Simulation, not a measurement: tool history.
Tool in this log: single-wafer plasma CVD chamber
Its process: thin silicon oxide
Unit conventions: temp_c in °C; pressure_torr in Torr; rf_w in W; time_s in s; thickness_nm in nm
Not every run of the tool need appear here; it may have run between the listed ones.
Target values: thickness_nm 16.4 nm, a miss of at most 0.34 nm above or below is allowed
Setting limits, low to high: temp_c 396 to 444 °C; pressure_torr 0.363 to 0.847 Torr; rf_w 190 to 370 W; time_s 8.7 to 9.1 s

{"run": 1, "day": 0.0, "temp_c": 420, "pressure_torr": 0.605, "rf_w": 280, "time_s": 9.1, "thickness_nm": 13.73}
{"run": 2, "day": 0.35, "temp_c": 420, "pressure_torr": 0.535, "rf_w": 280, "time_s": 9.1, "thickness_nm": 12.518}
{"run": 3, "day": 0.633, "temp_c": 420, "pressure_torr": 0.578, "rf_w": 280, "time_s": 9.1, "thickness_nm": 13.193}
{"run": 4, "day": 0.925, "temp_c": 420, "pressure_torr": 0.578, "rf_w": 280, "time_s": 9.1, "thickness_nm": 13.248}
{"run": 5, "day": 1.283, "temp_c": 420, "pressure_torr": 0.578, "rf_w": 280, "time_s": 9.1, "thickness_nm": 13.328}
{"run": 6, "day": 1.379, "temp_c": 420, "pressure_torr": 0.609, "rf_w": 280, "time_s": 9.1, "thickness_nm": 13.806}
{"run": 7, "day": 1.446, "temp_c": 420, "pressure_torr": 0.637, "rf_w": 280, "time_s": 9.1, "thickness_nm": 14.164}
{"run": 8, "day": 1.617, "temp_c": 420, "pressure_torr": 0.665, "rf_w": 280, "time_s": 9.1, "thickness_nm": 14.66}
{"run": 9, "day": 1.983, "temp_c": 420, "pressure_torr": 0.686, "rf_w": 280, "time_s": 9.1, "thickness_nm": 14.973}
{"run": 10, "day": 2.238, "temp_c": 420, "pressure_torr": 0.704, "rf_w": 280, "time_s": 9.1, "thickness_nm": 15.229}
{"run": 11, "day": 2.317, "temp_c": 420, "pressure_torr": 0.704, "rf_w": 280, "time_s": 9.1, "thickness_nm": 15.244}
{"run": 12, "day": 2.388, "temp_c": 420, "pressure_torr": 0.718, "rf_w": 280, "time_s": 9.1, "thickness_nm": 15.449}

Exactly one of the 4 candidate moves below puts every result within its allowed miss. Which one?
{"run": "A", "day": 2.458, "temp_c": 417, "pressure_torr": 0.74, "rf_w": 295, "time_s": 9.1, "thickness_nm": "?"}
{"run": "B", "day": 2.458, "temp_c": 424, "pressure_torr": 0.715, "rf_w": 280, "time_s": 8.7, "thickness_nm": "?"}
{"run": "C", "day": 2.458, "temp_c": 429, "pressure_torr": 0.774, "rf_w": 225, "time_s": 9.1, "thickness_nm": "?"}
{"run": "D", "day": 2.458, "temp_c": 428, "pressure_torr": 0.735, "rf_w": 275, "time_s": 8.7, "thickness_nm": "?"}

move=A thickness_nm=16.273
move=B thickness_nm=14.68
move=C thickness_nm=14.142
move=D thickness_nm=14.783
A: in spec on every target
B: further off than the last run
C: further off than the last run
D: further off than the last run
The move that meets every target is A.
